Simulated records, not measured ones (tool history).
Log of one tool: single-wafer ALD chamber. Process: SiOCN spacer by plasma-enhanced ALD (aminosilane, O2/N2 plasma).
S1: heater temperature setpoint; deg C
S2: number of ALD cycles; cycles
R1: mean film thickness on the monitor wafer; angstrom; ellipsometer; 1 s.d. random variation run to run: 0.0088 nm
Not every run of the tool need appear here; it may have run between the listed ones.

{"run": 1, "day": 0.0, "S1": 415, "S2": 60, "R1": 33.209}
{"run": 2, "day": 0.038, "S1": 415, "S2": 53, "R1": 29.604}
{"run": 3, "day": 0.121, "S1": 419, "S2": 51, "R1": 28.259}
{"run": 4, "day": 0.3, "S1": 422, "S2": 49, "R1": 26.907}
{"run": 5, "day": 0.604, "S1": 422, "S2": 56, "R1": 30.705}
{"run": 6, "day": 0.812, "S1": 416, "S2": 56, "R1": 31.311}
{"run": 7, "day": 0.871, "S1": 420, "S2": 53, "R1": 29.074}

The next listed run, before its measurement:
{"run": 8, "day": 0.892, "S1": 432, "S2": 43, "R1": "?"}

Run 8 came out at R1 22.853 angstrom.
